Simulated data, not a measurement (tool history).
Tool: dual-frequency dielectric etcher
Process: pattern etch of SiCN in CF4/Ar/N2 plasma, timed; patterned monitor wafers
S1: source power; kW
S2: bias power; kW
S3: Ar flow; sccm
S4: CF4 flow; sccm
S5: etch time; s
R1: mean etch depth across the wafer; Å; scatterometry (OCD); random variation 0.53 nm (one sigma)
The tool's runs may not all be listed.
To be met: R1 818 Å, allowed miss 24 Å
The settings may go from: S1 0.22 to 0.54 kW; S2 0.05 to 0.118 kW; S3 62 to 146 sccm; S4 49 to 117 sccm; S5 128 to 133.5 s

run 1 hour=0 | S1=0.38 S2=0.084 S3=104 S4=83 S5=128 | R1=1073.1
run 2 hour=3.2 | S1=0.38 S2=0.084 S3=104 S4=71 S5=128 | R1=1050.5
run 3 hour=9.2 | S1=0.37 S2=0.084 S3=104 S4=71 S5=128 | R1=1019.1
run 4 hour=13 | S1=0.36 S2=0.084 S3=104 S4=71 S5=128 | R1=997.01
run 5 hour=14 | S1=0.35 S2=0.084 S3=104 S4=71 S5=128 | R1=977.71
run 6 hour=20.4 | S1=0.35 S2=0.084 S3=87 S4=71 S5=128 | R1=990.93
run 7 hour=26.3 | S1=0.34 S2=0.084 S3=87 S4=71 S5=128 | R1=986.86
run 8 hour=27.1 | S1=0.33 S2=0.084 S3=87 S4=71 S5=128 | R1=962.19
run 9 hour=35.4 | S1=0.32 S2=0.084 S3=87 S4=71 S5=128 | R1=949.04
run 10 hour=36.5 | S1=0.31 S2=0.084 S3=87 S4=71 S5=128 | R1=928.83
run 11 hour=39.9 | S1=0.3 S2=0.084 S3=87 S4=71 S5=128 | R1=910.97

Which of these 5 next moves meets every target?
run A hour=43.3 | S1=0.26 S2=0.094 S3=100 S4=89 S5=128 | R1=?
run B hour=43.3 | S1=0.38 S2=0.086 S3=83 S4=57 S5=131 | R1=?
run C hour=43.3 | S1=0.31 S2=0.087 S3=87 S4=87 S5=133.5 | R1=?
run D hour=43.3 | S1=0.27 S2=0.086 S3=79 S4=71 S5=130.5 | R1=?
run E hour=43.3 | S1=0.26 S2=0.086 S3=94 S4=71 S5=128 | R1=?

move=A R1=896.95
move=B R1=1064.7
move=C R1=1029.6
move=D R1=893.45
move=E R1=835.79
A: nearer than the last run, and not there yet
B: further off than the last run
C: further off than the last run
D: nearer than the last run, and not there yet
E: meets every target
The right move is E.

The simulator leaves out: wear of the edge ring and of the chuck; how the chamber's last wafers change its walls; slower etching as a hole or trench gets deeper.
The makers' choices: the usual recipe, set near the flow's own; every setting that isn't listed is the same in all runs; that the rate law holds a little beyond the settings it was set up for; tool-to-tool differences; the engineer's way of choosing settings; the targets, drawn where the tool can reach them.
